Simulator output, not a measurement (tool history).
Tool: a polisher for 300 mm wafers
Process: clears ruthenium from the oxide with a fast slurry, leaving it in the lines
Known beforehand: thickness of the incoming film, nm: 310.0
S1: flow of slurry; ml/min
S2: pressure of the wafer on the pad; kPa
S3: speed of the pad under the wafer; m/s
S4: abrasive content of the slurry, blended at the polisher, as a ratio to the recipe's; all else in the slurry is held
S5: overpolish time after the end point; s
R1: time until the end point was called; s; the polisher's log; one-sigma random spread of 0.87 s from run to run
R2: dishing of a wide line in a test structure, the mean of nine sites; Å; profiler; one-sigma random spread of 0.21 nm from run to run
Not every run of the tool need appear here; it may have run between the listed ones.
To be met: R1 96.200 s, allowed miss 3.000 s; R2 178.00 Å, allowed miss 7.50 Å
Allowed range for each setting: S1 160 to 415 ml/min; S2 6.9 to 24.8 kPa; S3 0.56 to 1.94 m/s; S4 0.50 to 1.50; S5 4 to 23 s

run  hour   S1    S2    S3    S4  S5       R1      R2
  1   0.0  265  15.9  1.24  1.00  12   80.713  343.54
  2   6.5  300  15.9  1.24  1.00  12   79.202  351.20
  3  12.0  260  15.9  1.24  1.00  12   80.124  346.50
  4  14.8  260  15.9  1.24  0.85  12   86.820  323.06
  5  18.9  265  15.2  1.24  0.85  11   91.328  286.81
  6  27.3  265  15.2  1.24  1.00  11   84.776  310.06
  7  34.5  270  15.2  1.24  1.00  10   84.262  277.61
  8  40.5  300  12.4  1.24  1.00   6  100.450  147.38

Next run, 4 choices. One meets every target within its allowed miss, the rest don't. Which?
  A  46.5  270  10.3  1.40  1.10   9   ?   ?
  B  46.5  215  15.2  1.20  0.85   7   ?   ?
  C  46.5  315  13.8  0.96  1.25   6   ?   ?
  D  46.5  295  13.1  1.18  1.05   5   ?   ?

move       R1      R2
   A  103.680  207.79
   B   94.492  178.80
   C  106.620  137.42
   D   98.550  124.34
A: pushes the last run's worst result past its target
B: every result within its allowed miss
C: its largest miss is bigger than the last run's
D: its largest miss is bigger than the last run's
The move that meets every target is B.

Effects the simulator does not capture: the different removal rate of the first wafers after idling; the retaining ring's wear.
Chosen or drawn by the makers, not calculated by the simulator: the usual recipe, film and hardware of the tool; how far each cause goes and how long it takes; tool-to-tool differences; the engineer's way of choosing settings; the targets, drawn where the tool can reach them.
